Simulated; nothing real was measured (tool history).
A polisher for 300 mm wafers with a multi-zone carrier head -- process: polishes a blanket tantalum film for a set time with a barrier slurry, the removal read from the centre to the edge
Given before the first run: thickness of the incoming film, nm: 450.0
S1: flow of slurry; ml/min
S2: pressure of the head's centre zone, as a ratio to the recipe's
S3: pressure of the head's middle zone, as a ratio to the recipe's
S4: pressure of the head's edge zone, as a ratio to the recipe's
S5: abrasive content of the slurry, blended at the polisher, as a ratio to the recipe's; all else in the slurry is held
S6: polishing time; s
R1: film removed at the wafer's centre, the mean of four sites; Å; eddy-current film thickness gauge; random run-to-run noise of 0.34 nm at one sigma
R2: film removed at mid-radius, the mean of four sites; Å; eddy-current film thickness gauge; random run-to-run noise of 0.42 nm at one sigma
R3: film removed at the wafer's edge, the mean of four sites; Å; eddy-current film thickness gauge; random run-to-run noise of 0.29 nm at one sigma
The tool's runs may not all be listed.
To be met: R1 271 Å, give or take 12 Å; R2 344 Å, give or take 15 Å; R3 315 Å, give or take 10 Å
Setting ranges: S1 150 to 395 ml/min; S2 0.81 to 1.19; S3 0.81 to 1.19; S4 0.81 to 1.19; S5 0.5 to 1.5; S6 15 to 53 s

run 1 day=0 | S1=250 S2=1 S3=1 S4=1 S5=1 S6=34 | R1=436.48 R2=445.69 R3=447.4
run 2 day=0.046 | S1=250 S2=0.93 S3=1 S4=1 S5=1 S6=34 | R1=417.38 R2=445.06 R3=455.06
run 3 day=0.229 | S1=250 S2=0.93 S3=1 S4=1 S5=1 S6=29 | R1=352.04 R2=380.03 R3=386.09
run 4 day=0.558 | S1=245 S2=0.91 S3=1.01 S4=0.99 S5=0.95 S6=29 | R1=341.06 R2=388.45 R3=375.04
run 5 day=0.596 | S1=240 S2=0.9 S3=1 S4=0.98 S5=0.9 S6=29 | R1=337.54 R2=377.9 R3=372.27
run 6 day=0.883 | S1=240 S2=0.9 S3=1 S4=0.98 S5=0.75 S6=29 | R1=312.06 R2=353.88 R3=349.74
run 7 day=1.238 | S1=240 S2=0.89 S3=1 S4=0.97 S5=0.7 S6=29 | R1=309.38 R2=347.69 R3=346.55
run 8 day=1.462 | S1=235 S2=0.88 S3=1.01 S4=0.96 S5=0.7 S6=29 | R1=304.44 R2=349.94 R3=340.9
run 9 day=1.621 | S1=230 S2=0.87 S3=1.02 S4=0.95 S5=0.7 S6=29 | R1=299.48 R2=351.16 R3=337.97
run 10 day=1.758 | S1=225 S2=0.86 S3=1.02 S4=0.94 S5=0.7 S6=29 | R1=293.05 R2=347.3 R3=336.9
run 11 day=1.862 | S1=225 S2=0.86 S3=1.02 S4=0.94 S5=0.7 S6=29 | R1=289.45 R2=342.98 R3=336.84
run 12 day=1.933 | S1=225 S2=0.86 S3=1.03 S4=0.93 S5=0.7 S6=29 | R1=290.63 R2=354.01 R3=337.96
run 13 day=2.067 | S1=225 S2=0.86 S3=1.03 S4=0.92 S5=0.7 S6=29 | R1=295.74 R2=354.65 R3=334.94
run 14 day=2.088 | S1=220 S2=0.85 S3=1.03 S4=0.91 S5=0.7 S6=29 | R1=293.11 R2=354.58 R3=336.5

Exercise: of the 4 proposed moves below, exactly one satisfies all targets within the stated allowed misses. Which move is it?
run A day=2.108 | S1=205 S2=0.86 S3=1.07 S4=0.94 S5=0.8 S6=26 | R1=? R2=? R3=?
run B day=2.108 | S1=205 S2=0.94 S3=0.98 S4=0.9 S5=0.8 S6=29 | R1=? R2=? R3=?
run C day=2.108 | S1=255 S2=0.9 S3=1.1 S4=0.86 S5=0.6 S6=27 | R1=? R2=? R3=?
run D day=2.108 | S1=295 S2=1 S3=1.13 S4=0.94 S5=0.55 S6=29 | R1=? R2=? R3=?

move=A R1=272.31 R2=338.48 R3=308.84
move=B R1=327.82 R2=350.34 R3=338.57
move=C R1=275.62 R2=336.26 R3=286.74
move=D R1=319.85 R2=363.48 R3=313.36
A: in spec on every target
B: its largest miss is bigger than the last run's
C: carries the result that was furthest off beyond its target, to the other side
D: puts the biggest miss on target and leaves a different result outside tolerance
The move that meets every target is A.

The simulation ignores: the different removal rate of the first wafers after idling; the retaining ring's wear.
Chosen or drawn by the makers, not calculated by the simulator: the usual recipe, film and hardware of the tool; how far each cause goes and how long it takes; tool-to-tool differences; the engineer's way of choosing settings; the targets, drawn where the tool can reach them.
